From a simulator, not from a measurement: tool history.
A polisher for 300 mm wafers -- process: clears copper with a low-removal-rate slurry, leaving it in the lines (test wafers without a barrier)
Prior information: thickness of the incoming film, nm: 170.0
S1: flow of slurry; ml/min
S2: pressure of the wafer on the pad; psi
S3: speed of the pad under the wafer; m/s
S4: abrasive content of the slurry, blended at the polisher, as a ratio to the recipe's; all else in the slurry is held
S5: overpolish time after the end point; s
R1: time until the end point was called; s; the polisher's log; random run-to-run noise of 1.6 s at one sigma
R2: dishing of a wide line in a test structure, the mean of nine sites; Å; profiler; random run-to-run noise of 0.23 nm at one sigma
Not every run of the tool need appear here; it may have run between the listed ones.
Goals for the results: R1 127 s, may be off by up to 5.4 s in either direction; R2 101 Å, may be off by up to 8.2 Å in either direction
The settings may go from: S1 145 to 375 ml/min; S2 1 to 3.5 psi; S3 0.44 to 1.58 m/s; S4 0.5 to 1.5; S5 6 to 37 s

run  hour   S1   S2    S3  S4  S5      R1      R2
  1     0  240  2.2     1   1  19  71.839  292.73
  2   5.8  260  2.2     1   1  19  70.949  298.63
  3   6.5  310  2.2     1   1  19  70.293  282.56
  4   8.4  310  2.1  0.98   1  18  73.805  259.81
  5  14.9  310  2.1  0.98   1  13  73.252  196.92
  6  19.3  350  2.1  0.98   1  13   73.64  193.88
  7  26.8  350  1.5  0.88   1   9  110.49  94.381
  8  34.8  350  1.5  0.88   1  10  112.62  103.77
  9  42.8  350  1.4  0.88   1  11  121.05  106.86

Next run, 5 choices. One meets every target within its allowed miss, the rest don't. Which?
  A  50.8  340  1.4  0.94     1  10   ?   ?
  B  50.8  330  1.3  0.88  1.05  11   ?   ?
  C  50.8  355  1.3  0.98  1.05  10   ?   ?
  D  50.8  375  1.2  0.92  1.25  14   ?   ?
  E  50.8  330  1.2  0.88     1  12   ?   ?

move      R1      R2
   A  112.19  103.15
   B  127.17  100.09
   C  114.07  101.36
   D   125.4  126.57
   E  138.69  99.909
A: further off than the last run
B: hits every target within its allowed miss
C: further off than the last run
D: the worst result of the last run now meets its target, but another is out of spec
E: moves the result that the last run missed by most past its target, out the other side
B meets every target.

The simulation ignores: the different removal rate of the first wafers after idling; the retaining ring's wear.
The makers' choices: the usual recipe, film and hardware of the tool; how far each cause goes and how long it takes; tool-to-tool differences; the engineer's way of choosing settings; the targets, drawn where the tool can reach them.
